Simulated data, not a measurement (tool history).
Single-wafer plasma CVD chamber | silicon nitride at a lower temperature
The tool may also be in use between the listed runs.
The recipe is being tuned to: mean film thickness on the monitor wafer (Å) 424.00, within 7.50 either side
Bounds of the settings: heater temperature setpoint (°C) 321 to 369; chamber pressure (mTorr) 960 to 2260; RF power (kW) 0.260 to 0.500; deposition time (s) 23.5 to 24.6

| run | hour | heater temperature setpoint (°C) | chamber pressure (mTorr) | RF power (kW) | deposition time (s) | mean film thickness on the monitor wafer (Å) |
|---|---|---|---|---|---|---|
| 1 | 0.0 | 345 | 1610 | 0.380 | 24.6 | 350.97 |
| 2 | 8.6 | 345 | 1680 | 0.390 | 24.6 | 367.89 |
| 3 | 9.9 | 345 | 1680 | 0.345 | 24.6 | 330.41 |
| 4 | 11.8 | 345 | 1750 | 0.355 | 24.6 | 339.93 |
| 5 | 12.9 | 341 | 1750 | 0.355 | 24.6 | 342.37 |
| 6 | 16.0 | 341 | 1810 | 0.365 | 24.6 | 351.66 |
| 7 | 23.6 | 341 | 1860 | 0.375 | 24.6 | 363.92 |
| 8 | 26.7 | 341 | 1900 | 0.380 | 24.6 | 372.88 |
| 9 | 32.5 | 341 | 1940 | 0.385 | 24.6 | 375.04 |
| 10 | 40.5 | 341 | 1970 | 0.390 | 24.6 | 381.04 |
| 11 | 46.9 | 341 | 2000 | 0.395 | 24.6 | 385.04 |
| 12 | 52.8 | 341 | 2030 | 0.400 | 24.6 | 390.96 |
| 13 | 59.4 | 341 | 2060 | 0.405 | 24.6 | 399.09 |
| 14 | 60.7 | 341 | 2080 | 0.405 | 24.6 | 398.86 |
| 15 | 61.9 | 341 | 2100 | 0.410 | 24.6 | 406.08 |

4 candidate next runs follow, results not yet known. Just one meets every target within its allowed miss. Identify it.
| A | 63.1 | 343 | 2150 | 0.390 | 24.2 | ? |
| B | 63.1 | 331 | 2200 | 0.400 | 24.6 | ? |
| C | 63.1 | 352 | 1950 | 0.455 | 24.4 | ? |
| D | 63.1 | 333 | 1850 | 0.435 | 24.2 | ? |

| move | mean film thickness on the monitor wafer (Å) |
|---|---|
| A | 385.05 |
| B | 403.67 |
| C | 425.67 |
| D | 405.33 |
A: further off than the last run
B: further off than the last run
C: each result inside its tolerance
D: neither nearer nor further off than the last run
C meets every target.
